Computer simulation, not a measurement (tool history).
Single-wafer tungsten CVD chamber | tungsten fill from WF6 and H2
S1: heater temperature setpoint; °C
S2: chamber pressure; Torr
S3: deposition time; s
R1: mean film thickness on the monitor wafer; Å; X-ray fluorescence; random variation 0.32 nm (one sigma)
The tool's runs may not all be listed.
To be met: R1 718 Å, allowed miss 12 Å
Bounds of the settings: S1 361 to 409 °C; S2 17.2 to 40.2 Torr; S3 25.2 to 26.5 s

{"run": 1, "hour": 0.0, "S1": 385, "S2": 28.7, "S3": 26.5, "R1": 561.87}
{"run": 2, "hour": 7.0, "S1": 389, "S2": 28.8, "S3": 26.5, "R1": 609.89}
{"run": 3, "hour": 7.9, "S1": 389, "S2": 28.8, "S3": 25.2, "R1": 575.94}
{"run": 4, "hour": 8.5, "S1": 392, "S2": 28.9, "S3": 25.2, "R1": 610.56}
{"run": 5, "hour": 15.7, "S1": 395, "S2": 28.9, "S3": 25.2, "R1": 645.46}
{"run": 6, "hour": 18.4, "S1": 386, "S2": 28.9, "S3": 25.2, "R1": 545.59}
{"run": 7, "hour": 24.6, "S1": 390, "S2": 29, "S3": 25.2, "R1": 591.58}
{"run": 8, "hour": 28.7, "S1": 393, "S2": 29.1, "S3": 25.2, "R1": 626.69}
{"run": 9, "hour": 36.4, "S1": 395, "S2": 29.1, "S3": 25.2, "R1": 648.17}

5 next moves are on the table. One of them brings every result within its allowed miss. Which?
{"run": "A", "hour": 44.1, "S1": 389, "S2": 27.9, "S3": 26.3, "R1": "?"}
{"run": "B", "hour": 44.1, "S1": 401, "S2": 30.4, "S3": 26.5, "R1": "?"}
{"run": "C", "hour": 44.1, "S1": 400, "S2": 30.5, "S3": 25.2, "R1": "?"}
{"run": "D", "hour": 44.1, "S1": 390, "S2": 26.7, "S3": 25.4, "R1": "?"}
{"run": "E", "hour": 44.1, "S1": 407, "S2": 26.1, "S3": 25.8, "R1": "?"}

move=A R1=594.61
move=B R1=776.21
move=C R1=726.12
move=D R1=573.78
move=E R1=782.25
A: further off than the last run
B: takes the result that was furthest off past its target
C: meets every target
D: further off than the last run
E: takes the result that was furthest off past its target
Answer: C

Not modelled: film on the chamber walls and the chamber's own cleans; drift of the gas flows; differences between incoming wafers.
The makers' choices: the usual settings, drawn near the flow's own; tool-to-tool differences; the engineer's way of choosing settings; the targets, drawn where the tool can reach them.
